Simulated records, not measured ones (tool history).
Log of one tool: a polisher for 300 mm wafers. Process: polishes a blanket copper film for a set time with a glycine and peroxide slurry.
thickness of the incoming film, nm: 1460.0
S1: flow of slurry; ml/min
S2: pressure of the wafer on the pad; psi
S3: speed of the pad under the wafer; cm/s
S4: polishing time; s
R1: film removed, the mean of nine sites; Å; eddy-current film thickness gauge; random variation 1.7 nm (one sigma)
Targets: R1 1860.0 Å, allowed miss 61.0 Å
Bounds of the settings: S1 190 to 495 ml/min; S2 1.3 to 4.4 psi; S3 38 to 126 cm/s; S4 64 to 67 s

Run 1, hour 0.0: S1 320 ml/min, S2 2.8 psi, S3 82 cm/s, S4 64 s. Result: R1 3332.7 Å.
Run 2, hour 2.6: S1 320 ml/min, S2 2.8 psi, S3 90 cm/s, S4 64 s. Result: R1 3587.4 Å.
Run 3, hour 5.4: S1 315 ml/min, S2 2.4 psi, S3 84 cm/s, S4 64 s. Result: R1 2991.8 Å.
Run 4, hour 11.0: S1 315 ml/min, S2 2.4 psi, S3 78 cm/s, S4 64 s. Result: R1 2815.3 Å.
Run 5, hour 15.6: S1 315 ml/min, S2 2.1 psi, S3 76 cm/s, S4 64 s. Result: R1 2514.0 Å.
Run 6, hour 23.1: S1 315 ml/min, S2 2.6 psi, S3 76 cm/s, S4 64 s. Result: R1 2917.2 Å.
Run 7, hour 25.8: S1 315 ml/min, S2 2.3 psi, S3 74 cm/s, S4 64 s. Result: R1 2627.8 Å.
Run 8, hour 30.5: S1 315 ml/min, S2 2.0 psi, S3 72 cm/s, S4 64 s. Result: R1 2343.6 Å.
Run 9, hour 35.7: S1 315 ml/min, S2 1.8 psi, S3 72 cm/s, S4 64 s. Result: R1 2192.5 Å.
Run 10, hour 40.2: S1 315 ml/min, S2 1.7 psi, S3 72 cm/s, S4 64 s. Result: R1 2097.0 Å.
Run 11, hour 45.3: S1 315 ml/min, S2 1.6 psi, S3 72 cm/s, S4 64 s. Result: R1 2019.0 Å.

5 next moves are on the table. One of them brings every result within its allowed miss. Which?
Run A, hour 50.4: S1 275 ml/min, S2 1.5 psi, S3 86 cm/s, S4 66 s. Result: R1 ?.
Run B, hour 50.4: S1 300 ml/min, S2 1.7 psi, S3 56 cm/s, S4 67 s. Result: R1 ?.
Run C, hour 50.4: S1 290 ml/min, S2 2.0 psi, S3 68 cm/s, S4 67 s. Result: R1 ?.
Run D, hour 50.4: S1 270 ml/min, S2 1.6 psi, S3 80 cm/s, S4 64 s. Result: R1 ?.
Run E, hour 50.4: S1 395 ml/min, S2 1.8 psi, S3 68 cm/s, S4 67 s. Result: R1 ?.

move      R1
   A  2198.6
   B  1842.0
   C  2323.3
   D  2118.0
   E  2203.4
A: further off than the last run
B: meets every target
C: further off than the last run
D: further off than the last run
E: further off than the last run
Move B is the one to make.

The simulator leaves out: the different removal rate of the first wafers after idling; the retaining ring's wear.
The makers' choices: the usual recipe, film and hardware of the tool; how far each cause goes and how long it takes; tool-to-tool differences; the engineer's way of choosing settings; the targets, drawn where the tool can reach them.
